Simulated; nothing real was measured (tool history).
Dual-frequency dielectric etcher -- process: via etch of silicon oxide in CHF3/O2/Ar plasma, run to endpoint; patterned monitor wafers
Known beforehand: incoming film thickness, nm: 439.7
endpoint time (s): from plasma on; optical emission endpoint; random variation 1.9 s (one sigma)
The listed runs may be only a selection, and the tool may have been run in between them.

| run | hour | source power (kW) | bias power (kW) | endpoint time (s) |
|---|---|---|---|---|
| 1 | 0.0 | 0.610 | 0.191 | 235.78 |
| 2 | 1.9 | 0.540 | 0.172 | 261.55 |
| 3 | 3.2 | 0.490 | 0.168 | 280.67 |
| 4 | 4.2 | 0.490 | 0.187 | 273.92 |
| 5 | 5.9 | 0.460 | 0.186 | 290.92 |
| 6 | 13.7 | 0.370 | 0.186 | 357.70 |
| 7 | 22.2 | 0.390 | 0.187 | 328.61 |

What does the tool deliver on the next run?
|  | 26.9 | source power generator calibrated |
| 8 | 26.9 | 0.400 | 0.188 | ? |

endpoint time (s): 311.83
